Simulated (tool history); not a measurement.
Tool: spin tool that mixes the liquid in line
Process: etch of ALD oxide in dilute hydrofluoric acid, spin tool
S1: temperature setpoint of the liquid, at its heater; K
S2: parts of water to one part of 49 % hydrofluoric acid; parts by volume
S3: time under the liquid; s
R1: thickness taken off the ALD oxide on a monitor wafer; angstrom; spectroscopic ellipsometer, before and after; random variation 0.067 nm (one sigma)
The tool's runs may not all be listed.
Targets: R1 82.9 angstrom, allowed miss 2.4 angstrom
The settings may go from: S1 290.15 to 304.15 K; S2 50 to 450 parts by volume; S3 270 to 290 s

run  hour      S1   S2   S3      R1
  1     0  296.15  250  270  114.19
  2   5.1  294.65  255  270  107.75
  3  12.8  294.65  185  270  157.27
  4  18.9  294.65  130  270  236.57
  5  25.3  294.65  130  290  252.23
  6    30  294.65  130  290  253.72
  7  33.9  293.65  175  290  171.78
  8  38.8  290.15  270  290  89.418
  9    41  290.15  270  290  91.476
 10  44.8  290.15  275  290  87.818
 11  52.4  290.15  280  290  87.207

4 next moves are on the table. One of them brings every result within its allowed miss. Which?
  A    60  290.15  270  270   ?
  B    60  290.65  275  285   ?
  C    60  290.15  260  285   ?
  D    60  291.15  270  290   ?

move      R1
   A  85.167
   B  89.584
   C  94.163
   D   95.04
A: meets every target
B: further off than the last run
C: further off than the last run
D: further off than the last run
Answer: A
